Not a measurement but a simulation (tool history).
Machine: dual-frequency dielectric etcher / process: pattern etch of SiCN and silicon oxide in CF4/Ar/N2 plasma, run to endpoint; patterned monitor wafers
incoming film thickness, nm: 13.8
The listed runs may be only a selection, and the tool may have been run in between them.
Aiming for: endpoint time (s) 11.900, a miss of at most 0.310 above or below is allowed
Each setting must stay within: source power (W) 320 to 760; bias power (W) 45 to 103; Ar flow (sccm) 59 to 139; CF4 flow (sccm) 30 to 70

run    day  source power (W)  bias power (W)  Ar flow (sccm)  CF4 flow (sccm)  endpoint time (s)
  1  0.000               540              74              99               50             14.783
  2  0.346               540              74              99               46             14.737
  3  0.567               540              64              99               46             15.771
  4  0.825               540              52              99               46             16.934
  5  1.054               580              52              99               46             16.058
  6  1.262               580              47              99               46             16.502
  7  1.588               600              48              98               46             15.724
  8  1.675               620              49              98               46             15.219
  9  1.762               640              50              98               46             14.816
 10  1.850               660              51              97               46             14.271
 11  2.058               670              52              97               46             13.824
 12  2.333               680              52              97               46             13.790
 13  2.454               690              53              97               46             13.385
 14  2.625               700              53              97               46             13.349
 15  2.950               710              54              97               46             12.994
 16  3.117               710              54              97               46             12.983
 17  3.267               720              54              97               46             12.937

Of the 5 settings listed for the next run, only one would bring every result within its allowed miss of target. Which one?
  A  3.417               700              59              82               59                  ?
  B  3.417               680              53              97               42                  ?
  C  3.417               640              58             100               52                  ?
  D  3.417               700              49             101               42                  ?
  E  3.417               650              55             106               52                  ?

move  endpoint time (s)
   A             11.876
   B             13.857
   C             13.745
   D             13.992
   E             13.965
A: each result inside its tolerance
B: lands further from the targets than the last run did
C: lands further from the targets than the last run did
D: lands further from the targets than the last run did
E: lands further from the targets than the last run did
Correct choice: A, which meets every target
